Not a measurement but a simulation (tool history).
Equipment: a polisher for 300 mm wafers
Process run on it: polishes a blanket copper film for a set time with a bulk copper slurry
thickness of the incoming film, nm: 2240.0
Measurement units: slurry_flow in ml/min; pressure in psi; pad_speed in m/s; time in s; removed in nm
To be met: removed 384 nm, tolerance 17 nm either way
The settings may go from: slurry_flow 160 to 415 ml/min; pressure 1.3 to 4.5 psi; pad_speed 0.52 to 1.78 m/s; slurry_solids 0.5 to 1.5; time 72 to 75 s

{"run": 1, "hour": 0.0, "slurry_flow": 265, "pressure": 2.9, "pad_speed": 1.14, "slurry_solids": 1, "time": 72, "removed": 863.9}
{"run": 2, "hour": 1.0, "slurry_flow": 265, "pressure": 3.3, "pad_speed": 1.14, "slurry_solids": 1, "time": 72, "removed": 974.22}
{"run": 3, "hour": 5.5, "slurry_flow": 265, "pressure": 3.3, "pad_speed": 0.9, "slurry_solids": 1, "time": 72, "removed": 779.58}
{"run": 4, "hour": 13.5, "slurry_flow": 265, "pressure": 3.3, "pad_speed": 1.1, "slurry_solids": 1, "time": 72, "removed": 931.45}
{"run": 5, "hour": 15.5, "slurry_flow": 265, "pressure": 3, "pad_speed": 1.04, "slurry_solids": 1, "time": 72, "removed": 781.52}
{"run": 6, "hour": 19.5, "slurry_flow": 265, "pressure": 3.6, "pad_speed": 1.04, "slurry_solids": 1, "time": 72, "removed": 973.09}
{"run": 7, "hour": 26.8, "slurry_flow": 265, "pressure": 3.2, "pad_speed": 1, "slurry_solids": 1, "time": 72, "removed": 821.03}
{"run": 8, "hour": 32.9, "slurry_flow": 260, "pressure": 2.4, "pad_speed": 0.82, "slurry_solids": 1, "time": 72, "removed": 510.68}
{"run": 9, "hour": 40.9, "slurry_flow": 260, "pressure": 2.3, "pad_speed": 0.82, "slurry_solids": 1, "time": 72, "removed": 501.48}
{"run": 10, "hour": 48.2, "slurry_flow": 260, "pressure": 2.2, "pad_speed": 0.82, "slurry_solids": 1, "time": 72, "removed": 477.88}
{"run": 11, "hour": 57.2, "slurry_flow": 260, "pressure": 2.1, "pad_speed": 0.82, "slurry_solids": 1, "time": 72, "removed": 458.43}
{"run": 12, "hour": 60.8, "slurry_flow": 260, "pressure": 1.5, "pad_speed": 0.8, "slurry_solids": 1, "time": 72, "removed": 318.23}
{"run": 13, "hour": 66.6, "slurry_flow": 260, "pressure": 1.6, "pad_speed": 0.8, "slurry_solids": 1, "time": 72, "removed": 339.33}
{"run": 14, "hour": 72.8, "slurry_flow": 260, "pressure": 1.7, "pad_speed": 0.8, "slurry_solids": 1, "time": 72, "removed": 365.16}

Exercise: of the 5 proposed moves below, exactly one satisfies all targets within the stated allowed misses. Which move is it?
{"run": "A", "hour": 79.0, "slurry_flow": 265, "pressure": 1.8, "pad_speed": 0.76, "slurry_solids": 1, "time": 75, "removed": "?"}
{"run": "B", "hour": 79.0, "slurry_flow": 215, "pressure": 1.7, "pad_speed": 0.78, "slurry_solids": 0.95, "time": 75, "removed": "?"}
{"run": "C", "hour": 79.0, "slurry_flow": 270, "pressure": 1.7, "pad_speed": 0.8, "slurry_solids": 0.9, "time": 72, "removed": "?"}
{"run": "D", "hour": 79.0, "slurry_flow": 225, "pressure": 1.5, "pad_speed": 0.78, "slurry_solids": 1.3, "time": 72, "removed": "?"}
{"run": "E", "hour": 79.0, "slurry_flow": 280, "pressure": 1.8, "pad_speed": 0.72, "slurry_solids": 0.85, "time": 75, "removed": "?"}

move=A removed=376.83
move=B removed=350.85
move=C removed=348.34
move=D removed=331.96
move=E removed=341.09
A: hits every target within its allowed miss
B: misses by more than the last run did
C: misses by more than the last run did
D: misses by more than the last run did
E: misses by more than the last run did
Correct choice: A, which meets every target
